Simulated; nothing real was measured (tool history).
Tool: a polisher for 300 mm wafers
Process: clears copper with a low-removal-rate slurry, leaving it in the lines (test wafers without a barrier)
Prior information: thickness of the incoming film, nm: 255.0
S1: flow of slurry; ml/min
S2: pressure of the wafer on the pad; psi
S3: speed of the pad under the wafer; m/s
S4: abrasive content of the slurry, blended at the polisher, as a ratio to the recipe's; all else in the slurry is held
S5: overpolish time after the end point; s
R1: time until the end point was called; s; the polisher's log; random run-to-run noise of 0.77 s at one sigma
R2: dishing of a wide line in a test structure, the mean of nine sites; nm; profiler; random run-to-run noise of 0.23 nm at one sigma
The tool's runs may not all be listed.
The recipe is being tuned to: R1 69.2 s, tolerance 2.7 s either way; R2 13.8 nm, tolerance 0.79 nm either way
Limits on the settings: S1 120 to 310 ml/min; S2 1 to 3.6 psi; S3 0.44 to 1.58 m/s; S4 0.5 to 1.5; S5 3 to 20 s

run 1 hour=0 | S1=200 S2=2.3 S3=1 S4=1 S5=10 | R1=115.28 R2=16.142
run 2 hour=1.1 | S1=205 S2=2.5 S3=1 S4=1 S5=9 | R1=105.91 R2=15.695
run 3 hour=8.3 | S1=205 S2=2.7 S3=1 S4=1 S5=8 | R1=100.07 R2=15.025
run 4 hour=12.9 | S1=205 S2=2.7 S3=0.8 S4=1 S5=8 | R1=124.37 R2=12.521
run 5 hour=16.7 | S1=205 S2=2.7 S3=0.62 S4=1 S5=8 | R1=159.34 R2=9.379
run 6 hour=22.5 | S1=205 S2=2.7 S3=0.62 S4=0.9 S5=8 | R1=164.52 R2=9.3206
run 7 hour=29.4 | S1=250 S2=3.3 S3=0.9 S4=1.1 S5=3 | R1=87.33 R2=6.5825
run 8 hour=30.3 | S1=250 S2=3.3 S3=0.9 S4=1.1 S5=3 | R1=88.188 R2=6.8299
run 9 hour=37.7 | S1=235 S2=3.3 S3=0.94 S4=1.05 S5=3 | R1=89.219 R2=6.9279
run 10 hour=46.2 | S1=230 S2=3.3 S3=0.98 S4=1.05 S5=3 | R1=84.377 R2=7.0029
run 11 hour=53.1 | S1=225 S2=3.3 S3=1 S4=1.05 S5=4 | R1=80.913 R2=9.5967
run 12 hour=53.9 | S1=215 S2=3.3 S3=1.02 S4=1.05 S5=4 | R1=81.754 R2=9.4525
run 13 hour=57.2 | S1=210 S2=3.3 S3=1.04 S4=1.05 S5=4 | R1=80.915 R2=9.6864
run 14 hour=60.1 | S1=205 S2=3.3 S3=1.06 S4=1.05 S5=4 | R1=79.754 R2=9.9445
run 15 hour=64.3 | S1=200 S2=3.3 S3=1.08 S4=1.05 S5=4 | R1=77.585 R2=10.08
run 16 hour=72.3 | S1=195 S2=3.3 S3=1.1 S4=1.05 S5=4 | R1=75.077 R2=10.113

Next run, 4 choices. One meets every target within its allowed miss, the rest don't. Which?
run A hour=80.3 | S1=165 S2=3.6 S3=1.26 S4=1.1 S5=4 | R1=? R2=?
run B hour=80.3 | S1=220 S2=2.7 S3=1.22 S4=1.25 S5=5 | R1=? R2=?
run C hour=80.3 | S1=180 S2=3.2 S3=1.16 S4=0.95 S5=5 | R1=? R2=?
run D hour=80.3 | S1=245 S2=3.5 S3=1.1 S4=1.2 S5=5 | R1=? R2=?

move=A R1=62.402 R2=11.844
move=B R1=77.853 R2=11.81
move=C R1=76.136 R2=12.099
move=D R1=67.877 R2=13.517
A: nearer than the last run, and not there yet
B: nearer than the last run, and not there yet
C: nearer than the last run, and not there yet
D: every result within its allowed miss
The right move is D.
